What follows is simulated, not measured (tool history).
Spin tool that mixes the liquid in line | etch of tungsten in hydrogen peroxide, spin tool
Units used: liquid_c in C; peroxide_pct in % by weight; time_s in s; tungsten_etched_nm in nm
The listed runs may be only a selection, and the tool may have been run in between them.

Run 1, hour 0.0: liquid_c 57.0 C, peroxide_pct 16.5 % by weight, time_s 45 s. Result: tungsten_etched_nm 163.60 nm.
Run 2, hour 4.7: liquid_c 57.0 C, peroxide_pct 18.0 % by weight, time_s 45 s. Result: tungsten_etched_nm 170.10 nm.
Run 3, hour 8.7: liquid_c 54.0 C, peroxide_pct 18.0 % by weight, time_s 45 s. Result: tungsten_etched_nm 143.71 nm.
Run 4, hour 11.7: liquid_c 53.0 C, peroxide_pct 18.0 % by weight, time_s 45 s. Result: tungsten_etched_nm 134.59 nm.
Run 5, hour 16.2: liquid_c 52.5 C, peroxide_pct 18.0 % by weight, time_s 45 s. Result: tungsten_etched_nm 130.38 nm.
Run 6, hour 20.8: liquid_c 52.5 C, peroxide_pct 18.0 % by weight, time_s 50 s. Result: tungsten_etched_nm 143.65 nm.
Run 7, hour 22.2: liquid_c 52.0 C, peroxide_pct 18.0 % by weight, time_s 50 s. Result: tungsten_etched_nm 140.14 nm.
Run 8, hour 24.1: liquid_c 51.5 C, peroxide_pct 18.0 % by weight, time_s 50 s. Result: tungsten_etched_nm 135.12 nm.

The next listed run, before its measurement:
Run 9, hour 28.2: liquid_c 51.0 C, peroxide_pct 18.0 % by weight, time_s 50 s. Result: tungsten_etched_nm ?.

For run 9 the tool returned tungsten_etched_nm 132.01 nm.

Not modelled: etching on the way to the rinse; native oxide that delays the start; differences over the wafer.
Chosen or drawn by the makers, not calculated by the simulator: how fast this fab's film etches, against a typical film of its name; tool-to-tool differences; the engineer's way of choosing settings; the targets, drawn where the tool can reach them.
